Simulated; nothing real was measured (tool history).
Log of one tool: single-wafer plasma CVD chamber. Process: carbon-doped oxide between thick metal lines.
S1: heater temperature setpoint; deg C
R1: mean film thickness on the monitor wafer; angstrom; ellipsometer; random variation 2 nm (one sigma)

{"run": 1, "hour": 0.0, "S1": 325, "chamber pressure (Pa)": 912, "RF power (W)": 585, "deposition time (s)": 82, "R1": 5064.6}
{"run": 2, "hour": 0.6, "S1": 318, "chamber pressure (Pa)": 912, "RF power (W)": 585, "deposition time (s)": 82, "R1": 5221.3}
{"run": 3, "hour": 7.6, "S1": 321, "chamber pressure (Pa)": 893, "RF power (W)": 575, "deposition time (s)": 82, "R1": 5097.0}
{"run": 4, "hour": 12.9, "S1": 324, "chamber pressure (Pa)": 879, "RF power (W)": 570, "deposition time (s)": 82, "R1": 5029.0}
{"run": 5, "hour": 17.2, "S1": 326, "chamber pressure (Pa)": 873, "RF power (W)": 560, "deposition time (s)": 82, "R1": 4892.0}
{"run": 6, "hour": 18.6, "S1": 318, "chamber pressure (Pa)": 873, "RF power (W)": 560, "deposition time (s)": 82, "R1": 5031.5}
{"run": 7, "hour": 24.3, "S1": 320, "chamber pressure (Pa)": 849, "RF power (W)": 555, "deposition time (s)": 82, "R1": 4888.2}
{"run": 8, "hour": 29.4, "S1": 321, "chamber pressure (Pa)": 825, "RF power (W)": 555, "deposition time (s)": 82, "R1": 4888.1}

Run 9 comes next. What will it give?
{"run": 9, "hour": 37.0, "S1": 333, "chamber pressure (Pa)": 768, "RF power (W)": 500, "deposition time (s)": 82, "R1": "?"}

{"run 9": {"R1": 4311.3}}
